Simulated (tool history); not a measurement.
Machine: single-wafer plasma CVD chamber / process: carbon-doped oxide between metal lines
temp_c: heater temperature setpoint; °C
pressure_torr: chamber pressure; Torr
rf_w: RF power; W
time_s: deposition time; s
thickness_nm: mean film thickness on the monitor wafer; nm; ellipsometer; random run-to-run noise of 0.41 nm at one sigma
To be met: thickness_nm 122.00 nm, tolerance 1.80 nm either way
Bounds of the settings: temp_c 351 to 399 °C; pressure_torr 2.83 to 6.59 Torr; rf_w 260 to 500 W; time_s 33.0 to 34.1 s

Run 1, hour 0.0: temp_c 375 °C, pressure_torr 4.71 Torr, rf_w 380 W, time_s 33.0 s. Result: thickness_nm 138.67 nm.
Run 2, hour 8.1: temp_c 375 °C, pressure_torr 5.48 Torr, rf_w 380 W, time_s 33.0 s. Result: thickness_nm 140.43 nm.
Run 3, hour 12.0: temp_c 378 °C, pressure_torr 5.22 Torr, rf_w 365 W, time_s 33.0 s. Result: thickness_nm 135.02 nm.
Run 4, hour 19.6: temp_c 380 °C, pressure_torr 4.97 Torr, rf_w 355 W, time_s 33.0 s. Result: thickness_nm 131.25 nm.
Run 5, hour 25.8: temp_c 382 °C, pressure_torr 4.77 Torr, rf_w 350 W, time_s 33.0 s. Result: thickness_nm 129.78 nm.
Run 6, hour 26.5: temp_c 383 °C, pressure_torr 4.67 Torr, rf_w 345 W, time_s 33.0 s. Result: thickness_nm 127.63 nm.
Run 7, hour 28.7: temp_c 384 °C, pressure_torr 4.54 Torr, rf_w 340 W, time_s 33.0 s. Result: thickness_nm 126.40 nm.
Run 8, hour 33.2: temp_c 385 °C, pressure_torr 4.47 Torr, rf_w 335 W, time_s 33.0 s. Result: thickness_nm 124.37 nm.
Run 9, hour 41.0: temp_c 386 °C, pressure_torr 4.40 Torr, rf_w 335 W, time_s 33.0 s. Result: thickness_nm 123.87 nm.

5 next moves are on the table. One of them brings every result within its allowed miss. Which?
Run A, hour 48.8: temp_c 399 °C, pressure_torr 3.78 Torr, rf_w 345 W, time_s 33.4 s. Result: thickness_nm ?.
Run B, hour 48.8: temp_c 393 °C, pressure_torr 4.74 Torr, rf_w 365 W, time_s 33.0 s. Result: thickness_nm ?.
Run C, hour 48.8: temp_c 385 °C, pressure_torr 4.66 Torr, rf_w 320 W, time_s 34.1 s. Result: thickness_nm ?.
Run D, hour 48.8: temp_c 374 °C, pressure_torr 3.76 Torr, rf_w 340 W, time_s 33.0 s. Result: thickness_nm ?.
Run E, hour 48.8: temp_c 394 °C, pressure_torr 4.66 Torr, rf_w 370 W, time_s 33.5 s. Result: thickness_nm ?.

move  thickness_nm
   A        122.48
   B        130.25
   C        126.57
   D        126.74
   E        132.67
A: each result inside its tolerance
B: moves away from the targets compared with the last run
C: moves away from the targets compared with the last run
D: moves away from the targets compared with the last run
E: moves away from the targets compared with the last run
Go with A: it meets all targets.
